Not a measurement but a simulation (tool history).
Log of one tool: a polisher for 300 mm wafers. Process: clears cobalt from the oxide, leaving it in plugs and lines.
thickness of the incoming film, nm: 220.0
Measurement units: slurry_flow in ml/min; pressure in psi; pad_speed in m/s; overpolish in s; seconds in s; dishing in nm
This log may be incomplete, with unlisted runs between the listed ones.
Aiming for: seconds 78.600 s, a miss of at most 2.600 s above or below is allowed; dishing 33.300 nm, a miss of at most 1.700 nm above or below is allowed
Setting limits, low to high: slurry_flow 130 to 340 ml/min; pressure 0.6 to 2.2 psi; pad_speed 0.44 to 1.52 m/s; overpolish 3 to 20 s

| run | hour | slurry_flow | pressure | pad_speed | overpolish | seconds | dishing |
|---|---|---|---|---|---|---|---|
| 1 | 0.0 | 220 | 1.4 | 0.98 | 10 | 57.910 | 27.469 |
| 2 | 4.2 | 220 | 1.7 | 0.98 | 10 | 48.241 | 31.692 |
| 3 | 12.3 | 220 | 1.7 | 0.98 | 6 | 48.528 | 21.788 |
| 4 | 20.3 | 220 | 1.6 | 0.98 | 8 | 51.137 | 25.503 |
| 5 | 25.1 | 220 | 1.5 | 0.98 | 9 | 54.409 | 27.272 |
| 6 | 31.7 | 220 | 1.5 | 0.98 | 7 | 54.065 | 22.151 |
| 7 | 33.3 | 210 | 1.1 | 0.96 | 12 | 74.117 | 26.475 |
| 8 | 36.1 | 210 | 1.1 | 0.96 | 13 | 73.193 | 27.914 |

Exactly one of the 5 candidate moves below puts every result within its allowed miss. Which one?
| A | 38.9 | 235 | 0.9 | 1.08 | 18 | ? | ? |
| B | 38.9 | 220 | 1.1 | 1.00 | 19 | ? | ? |
| C | 38.9 | 200 | 1.1 | 1.02 | 14 | ? | ? |
| D | 38.9 | 165 | 1.3 | 0.94 | 8 | ? | ? |
| E | 38.9 | 170 | 1.0 | 1.00 | 15 | ? | ? |

| move | seconds | dishing |
|---|---|---|
| A | 78.434 | 34.166 |
| B | 70.356 | 37.413 |
| C | 69.880 | 31.373 |
| D | 65.664 | 22.077 |
| E | 78.895 | 30.363 |
A: all results land within tolerance of their targets
B: takes the biggest miss from the last run beyond its target
C: further off than the last run
D: further off than the last run
E: nearer than the last run, and not there yet
The move that meets every target is A.
